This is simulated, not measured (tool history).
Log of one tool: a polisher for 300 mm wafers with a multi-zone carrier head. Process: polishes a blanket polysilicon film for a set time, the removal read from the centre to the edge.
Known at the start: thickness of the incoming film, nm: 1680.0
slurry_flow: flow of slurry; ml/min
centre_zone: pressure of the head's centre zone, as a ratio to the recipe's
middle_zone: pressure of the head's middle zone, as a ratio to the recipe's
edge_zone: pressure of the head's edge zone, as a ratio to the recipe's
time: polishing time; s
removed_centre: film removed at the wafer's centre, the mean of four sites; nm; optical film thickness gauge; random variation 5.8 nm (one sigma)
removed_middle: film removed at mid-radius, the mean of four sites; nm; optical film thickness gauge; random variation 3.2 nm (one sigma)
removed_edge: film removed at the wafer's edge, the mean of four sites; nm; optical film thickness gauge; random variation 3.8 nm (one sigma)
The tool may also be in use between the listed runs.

run 1 day=0.000 | slurry_flow=225 centre_zone=1.00 middle_zone=1.00 edge_zone=1.00 time=51 | removed_centre=608.94 removed_middle=642.66 removed_edge=670.02
run 2 day=0.175 | slurry_flow=215 centre_zone=1.05 middle_zone=0.95 edge_zone=0.94 time=47 | removed_centre=577.34 removed_middle=564.32 removed_edge=593.70
run 3 day=0.350 | slurry_flow=205 centre_zone=1.09 middle_zone=0.91 edge_zone=0.90 time=45 | removed_centre=573.92 removed_middle=527.13 removed_edge=538.57
run 4 day=0.379 | slurry_flow=205 centre_zone=1.09 middle_zone=0.91 edge_zone=0.90 time=57 | removed_centre=735.91 removed_middle=669.28 removed_edge=682.33
run 5 day=0.558 | slurry_flow=205 centre_zone=1.14 middle_zone=0.91 edge_zone=0.90 time=57 | removed_centre=766.75 removed_middle=658.93 removed_edge=701.50
run 6 day=0.675 | slurry_flow=205 centre_zone=1.14 middle_zone=0.91 edge_zone=0.90 time=65 | removed_centre=848.93 removed_middle=761.25 removed_edge=789.37

Forecast run 7:
run 7 day=0.871 | slurry_flow=195 centre_zone=1.13 middle_zone=0.88 edge_zone=0.89 time=56 | removed_centre=? removed_middle=? removed_edge=?

{"run 7": {"removed_centre": 729.75, "removed_middle": 634.21, "removed_edge": 661.92}}

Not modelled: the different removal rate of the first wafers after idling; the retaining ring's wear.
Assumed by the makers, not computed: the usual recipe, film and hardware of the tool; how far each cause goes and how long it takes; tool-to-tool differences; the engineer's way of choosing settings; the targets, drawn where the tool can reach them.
